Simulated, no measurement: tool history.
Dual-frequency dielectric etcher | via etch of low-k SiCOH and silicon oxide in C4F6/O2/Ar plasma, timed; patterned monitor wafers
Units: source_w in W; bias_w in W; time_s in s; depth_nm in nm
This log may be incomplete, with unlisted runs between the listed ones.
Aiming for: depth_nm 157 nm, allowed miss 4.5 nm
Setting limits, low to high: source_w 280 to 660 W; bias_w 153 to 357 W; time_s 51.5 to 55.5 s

run 1 day=0 | source_w=470 bias_w=255 time_s=55.5 | depth_nm=191.03
run 2 day=0.054 | source_w=410 bias_w=255 time_s=55.5 | depth_nm=178.32
run 3 day=0.092 | source_w=390 bias_w=252 time_s=55.5 | depth_nm=174.23
run 4 day=0.25 | source_w=390 bias_w=215 time_s=55.5 | depth_nm=165.8
run 5 day=0.308 | source_w=460 bias_w=215 time_s=55.5 | depth_nm=179.12
run 6 day=0.425 | source_w=460 bias_w=215 time_s=55.5 | depth_nm=179.5
run 7 day=0.725 | source_w=440 bias_w=212 time_s=55.5 | depth_nm=174.77
run 8 day=0.879 | source_w=420 bias_w=209 time_s=55.5 | depth_nm=169.96

Exactly one of the 5 candidate moves below puts every result within its allowed miss. Which one?
run A day=1.033 | source_w=460 bias_w=198 time_s=53 | depth_nm=?
run B day=1.033 | source_w=450 bias_w=190 time_s=51.5 | depth_nm=?
run C day=1.033 | source_w=460 bias_w=219 time_s=51.5 | depth_nm=?
run D day=1.033 | source_w=440 bias_w=202 time_s=55.5 | depth_nm=?
run E day=1.033 | source_w=470 bias_w=157 time_s=55.5 | depth_nm=?

move=A depth_nm=167.1
move=B depth_nm=158.71
move=C depth_nm=167.31
move=D depth_nm=172.22
move=E depth_nm=165.59
A: nearer than the last run, and not there yet
B: each result inside its tolerance
C: nearer than the last run, and not there yet
D: misses by more than the last run did
E: nearer than the last run, and not there yet
Move B is the one to make.

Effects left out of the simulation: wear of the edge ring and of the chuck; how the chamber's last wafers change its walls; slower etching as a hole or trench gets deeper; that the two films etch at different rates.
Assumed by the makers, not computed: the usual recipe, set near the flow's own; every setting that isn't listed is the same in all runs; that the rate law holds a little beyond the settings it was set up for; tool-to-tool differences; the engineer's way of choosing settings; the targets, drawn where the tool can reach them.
